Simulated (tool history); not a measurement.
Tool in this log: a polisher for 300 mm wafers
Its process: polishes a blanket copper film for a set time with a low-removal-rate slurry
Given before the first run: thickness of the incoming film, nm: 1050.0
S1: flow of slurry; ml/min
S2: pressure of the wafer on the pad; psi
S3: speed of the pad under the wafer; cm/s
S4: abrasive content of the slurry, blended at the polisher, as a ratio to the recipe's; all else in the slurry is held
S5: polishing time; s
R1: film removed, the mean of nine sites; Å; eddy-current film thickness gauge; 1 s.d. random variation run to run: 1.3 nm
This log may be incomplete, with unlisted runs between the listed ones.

| run | hour | S1 | S2 | S3 | S4 | S5 | R1 |
|---|---|---|---|---|---|---|---|
| 1 | 0.0 | 155 | 2.2 | 128 | 1.00 | 75 | 1875.5 |
| 2 | 1.4 | 155 | 2.2 | 128 | 0.85 | 75 | 1801.5 |
| 3 | 9.4 | 155 | 2.2 | 112 | 0.85 | 75 | 1669.3 |
| 4 | 16.6 | 155 | 2.2 | 112 | 0.65 | 75 | 1643.0 |
| 5 | 19.3 | 155 | 2.2 | 86 | 0.65 | 75 | 1379.9 |
| 6 | 27.2 | 150 | 2.1 | 86 | 0.65 | 75 | 1365.6 |

For run 7, what comes out?
| 7 | 32.6 | 150 | 2.0 | 86 | 0.65 | 75 | ? |

R1: 1293.5 Å
